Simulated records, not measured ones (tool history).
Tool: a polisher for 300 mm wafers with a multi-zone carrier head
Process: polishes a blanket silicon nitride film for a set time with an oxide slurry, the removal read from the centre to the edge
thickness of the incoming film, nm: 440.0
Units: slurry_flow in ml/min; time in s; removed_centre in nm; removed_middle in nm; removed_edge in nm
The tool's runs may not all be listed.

Run 1, hour 0.0: slurry_flow 245 ml/min, centre_zone 1.00, middle_zone 1.00, edge_zone 1.00, slurry_solids 1.00, time 88 s. Result: removed_centre 34.262 nm, removed_middle 34.238 nm, removed_edge 34.541 nm.
Run 2, hour 5.3: slurry_flow 245 ml/min, centre_zone 1.00, middle_zone 1.00, edge_zone 1.09, slurry_solids 1.00, time 88 s. Result: removed_centre 33.732 nm, removed_middle 33.789 nm, removed_edge 36.478 nm.
Run 3, hour 10.9: slurry_flow 245 ml/min, centre_zone 1.00, middle_zone 0.93, edge_zone 1.09, slurry_solids 1.00, time 88 s. Result: removed_centre 34.557 nm, removed_middle 31.801 nm, removed_edge 36.013 nm.
Run 4, hour 16.2: slurry_flow 245 ml/min, centre_zone 1.00, middle_zone 0.99, edge_zone 1.09, slurry_solids 1.00, time 88 s. Result: removed_centre 33.503 nm, removed_middle 33.339 nm, removed_edge 36.662 nm.
Run 5, hour 21.5: slurry_flow 245 ml/min, centre_zone 1.00, middle_zone 1.00, edge_zone 1.10, slurry_solids 1.05, time 90 s. Result: removed_centre 35.403 nm, removed_middle 35.460 nm, removed_edge 37.230 nm.
Run 6, hour 25.6: slurry_flow 235 ml/min, centre_zone 0.97, middle_zone 0.99, edge_zone 1.11, slurry_solids 1.05, time 95 s. Result: removed_centre 36.079 nm, removed_middle 37.390 nm, removed_edge 40.343 nm.
Run 7, hour 34.4: slurry_flow 230 ml/min, centre_zone 0.95, middle_zone 0.98, edge_zone 1.12, slurry_solids 1.10, time 97 s. Result: removed_centre 36.283 nm, removed_middle 38.822 nm, removed_edge 41.868 nm.
Run 8, hour 41.5: slurry_flow 225 ml/min, centre_zone 0.94, middle_zone 0.97, edge_zone 1.13, slurry_solids 1.15, time 99 s. Result: removed_centre 37.851 nm, removed_middle 39.924 nm, removed_edge 44.855 nm.
Run 9, hour 46.6: slurry_flow 225 ml/min, centre_zone 0.94, middle_zone 0.97, edge_zone 1.14, slurry_solids 1.20, time 100 s. Result: removed_centre 39.844 nm, removed_middle 41.135 nm, removed_edge 46.407 nm.
Run 10, hour 53.8: slurry_flow 225 ml/min, centre_zone 0.93, middle_zone 0.97, edge_zone 1.15, slurry_solids 1.25, time 101 s. Result: removed_centre 40.071 nm, removed_middle 42.406 nm, removed_edge 47.304 nm.

The next listed run, before its measurement:
Run 11, hour 60.0: slurry_flow 220 ml/min, centre_zone 0.92, middle_zone 0.97, edge_zone 1.15, slurry_solids 1.30, time 103 s. Result: removed_centre ?, removed_middle ?, removed_edge ?.

{"run 11": {"removed_centre": 41.691, "removed_middle": 43.811, "removed_edge": 49.237}}
